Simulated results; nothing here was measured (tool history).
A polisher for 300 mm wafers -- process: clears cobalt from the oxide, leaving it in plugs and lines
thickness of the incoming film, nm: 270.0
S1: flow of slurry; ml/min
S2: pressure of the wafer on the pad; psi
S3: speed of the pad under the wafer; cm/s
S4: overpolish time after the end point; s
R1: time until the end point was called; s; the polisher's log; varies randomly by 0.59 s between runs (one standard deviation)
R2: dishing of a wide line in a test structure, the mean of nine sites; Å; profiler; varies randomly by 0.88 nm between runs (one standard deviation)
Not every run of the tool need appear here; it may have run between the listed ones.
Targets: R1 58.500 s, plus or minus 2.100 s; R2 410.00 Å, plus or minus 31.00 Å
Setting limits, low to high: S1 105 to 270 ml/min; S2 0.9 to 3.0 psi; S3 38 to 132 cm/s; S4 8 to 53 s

run	day	S1	S2	S3	S4	R1	R2
1	0.000	175	1.9	84	27	55.728	599.54
2	0.325	175	1.9	84	20	55.650	521.84
3	0.612	175	1.9	76	20	61.014	474.09
4	0.662	175	2.1	76	20	55.102	507.34
5	0.975	175	2.1	76	17	55.873	500.81
6	1.046	175	2.1	86	17	49.103	518.05
7	1.396	175	2.0	86	14	51.764	438.90
8	1.562	170	1.9	86	14	55.099	439.02
9	1.796	165	1.9	86	14	54.777	424.73
10	1.867	160	1.9	86	14	56.049	426.95
11	2.196	155	1.9	86	14	55.452	412.16
12	2.538	155	1.9	86	14	54.921	423.47

5 next moves are on the table. One of them brings every result within its allowed miss. Which?
A	2.879	175	2.0	82	16	?	?
B	2.879	120	2.2	88	13	?	?
C	2.879	110	2.3	66	17	?	?
D	2.879	170	1.4	100	15	?	?
E	2.879	175	2.4	62	14	?	?

move	R1	R2
A	54.289	473.44
B	49.446	440.87
C	63.750	445.54
D	63.456	412.32
E	59.531	410.73
A: its largest miss is bigger than the last run's
B: its largest miss is bigger than the last run's
C: carries the result that was furthest off beyond its target, to the other side
D: carries the result that was furthest off beyond its target, to the other side
E: in spec on every target
Correct choice: E, which meets every target
